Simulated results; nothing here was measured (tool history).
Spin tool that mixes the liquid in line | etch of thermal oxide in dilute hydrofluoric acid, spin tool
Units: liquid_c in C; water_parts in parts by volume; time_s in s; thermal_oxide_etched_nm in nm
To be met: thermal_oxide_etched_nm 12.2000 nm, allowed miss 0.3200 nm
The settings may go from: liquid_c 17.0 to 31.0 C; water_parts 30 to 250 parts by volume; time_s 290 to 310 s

| run | day | liquid_c | water_parts | time_s | thermal_oxide_etched_nm |
|---|---|---|---|---|---|
| 1 | 0.000 | 23.0 | 140 | 290 | 8.2052 |
| 2 | 0.254 | 25.0 | 135 | 290 | 9.5007 |
| 3 | 0.525 | 22.0 | 135 | 290 | 8.3637 |
| 4 | 0.771 | 24.0 | 135 | 290 | 9.0727 |
| 5 | 0.938 | 26.0 | 135 | 290 | 9.7959 |
| 6 | 1.262 | 26.0 | 95 | 290 | 14.5820 |
| 7 | 1.533 | 25.0 | 95 | 290 | 14.1120 |
|  | 1.896 | thermometer replaced |
| 8 | 1.896 | 24.0 | 95 | 290 | 14.0250 |

Which of these 5 next moves meets every target?
| A | 2.258 | 25.0 | 85 | 310 | ? |
| B | 2.258 | 24.5 | 110 | 290 | ? |
| C | 2.258 | 25.5 | 100 | 310 | ? |
| D | 2.258 | 24.0 | 120 | 310 | ? |
| E | 2.258 | 19.5 | 100 | 290 | ? |

| move | thermal_oxide_etched_nm |
|---|---|
| A | 17.7080 |
| B | 12.1630 |
| C | 15.0600 |
| D | 11.5480 |
| E | 11.0710 |
A: further off than the last run
B: meets every target
C: further off than the last run
D: takes the result that was furthest off past its target
E: takes the result that was furthest off past its target
Answer: B
